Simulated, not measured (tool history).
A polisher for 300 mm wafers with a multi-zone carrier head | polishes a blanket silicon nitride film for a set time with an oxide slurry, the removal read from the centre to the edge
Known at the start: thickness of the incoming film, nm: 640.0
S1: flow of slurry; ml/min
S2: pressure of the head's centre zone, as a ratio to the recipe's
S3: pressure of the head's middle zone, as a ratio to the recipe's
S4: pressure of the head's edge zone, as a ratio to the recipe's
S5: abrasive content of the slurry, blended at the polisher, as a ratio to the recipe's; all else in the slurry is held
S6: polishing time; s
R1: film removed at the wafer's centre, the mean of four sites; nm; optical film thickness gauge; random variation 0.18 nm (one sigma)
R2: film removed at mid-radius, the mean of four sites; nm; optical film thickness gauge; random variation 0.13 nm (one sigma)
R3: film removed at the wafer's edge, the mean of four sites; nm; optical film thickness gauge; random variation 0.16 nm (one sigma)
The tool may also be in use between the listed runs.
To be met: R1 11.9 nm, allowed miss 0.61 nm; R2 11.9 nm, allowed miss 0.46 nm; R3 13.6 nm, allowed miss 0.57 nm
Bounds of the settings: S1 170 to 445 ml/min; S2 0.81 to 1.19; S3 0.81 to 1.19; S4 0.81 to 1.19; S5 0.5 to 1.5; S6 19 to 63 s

run 1 hour=0 | S1=285 S2=1 S3=1 S4=1 S5=1 S6=41 | R1=18.73 R2=19.067 R3=18.018
run 2 hour=5.4 | S1=285 S2=1 S3=1 S4=1 S5=1.15 S6=41 | R1=20.042 R2=20.353 R3=19.322
run 3 hour=10.4 | S1=285 S2=1 S3=1.03 S4=1 S5=1.15 S6=41 | R1=19.45 R2=20.862 R3=18.951
run 4 hour=15.8 | S1=285 S2=1 S3=1.03 S4=1.04 S5=1.15 S6=41 | R1=20.174 R2=20.564 R3=19.815
run 5 hour=19.2 | S1=285 S2=1 S3=1.03 S4=1.12 S5=1.15 S6=41 | R1=19.428 R2=20.801 R3=20.361
run 6 hour=27.5 | S1=285 S2=1 S3=0.96 S4=1.12 S5=1.15 S6=41 | R1=19.691 R2=19.363 R3=20.482
run 7 hour=30.3 | S1=285 S2=1 S3=0.96 S4=1.12 S5=1.15 S6=41 | R1=20.22 R2=19.658 R3=20.029
run 8 hour=33.3 | S1=275 S2=0.96 S3=0.92 S4=1.14 S5=0.95 S6=40 | R1=17.183 R2=16.659 R3=18.037
run 9 hour=37.4 | S1=270 S2=0.93 S3=0.9 S4=1.14 S5=0.8 S6=39 | R1=14.855 R2=14.918 R3=16.607
run 10 hour=43.1 | S1=270 S2=0.92 S3=0.88 S4=1.12 S5=0.7 S6=39 | R1=13.835 R2=13.679 R3=15.516
run 11 hour=46.4 | S1=270 S2=0.91 S3=0.87 S4=1.09 S5=0.65 S6=39 | R1=12.968 R2=13.013 R3=14.858
run 12 hour=49.3 | S1=270 S2=0.91 S3=0.86 S4=1.06 S5=0.65 S6=39 | R1=13.343 R2=12.861 R3=14.748

Which of these 5 next moves meets every target?
run A hour=52.2 | S1=250 S2=0.88 S3=0.85 S4=1.05 S5=0.6 S6=39 | R1=? R2=? R3=?
run B hour=52.2 | S1=230 S2=0.84 S3=0.9 S4=1.19 S5=0.55 S6=39 | R1=? R2=? R3=?
run C hour=52.2 | S1=235 S2=1.01 S3=0.81 S4=1.08 S5=0.7 S6=37 | R1=? R2=? R3=?
run D hour=52.2 | S1=265 S2=0.81 S3=0.99 S4=1.07 S5=0.7 S6=38 | R1=? R2=? R3=?
run E hour=52.2 | S1=260 S2=0.82 S3=0.92 S4=1.04 S5=0.65 S6=42 | R1=? R2=? R3=?

move=A R1=11.935 R2=12.031 R3=13.839
move=B R1=10.729 R2=11.892 R3=13.888
move=C R1=14.034 R2=11.84 R3=14.401
move=D R1=11.721 R2=14.566 R3=14.834
move=E R1=12.573 R2=14.522 R3=15.541
A: meets every target
B: takes the result that was furthest off past its target
C: further off than the last run
D: brings the result that was furthest off to its target, and leaves another outside
E: further off than the last run
Answer: A
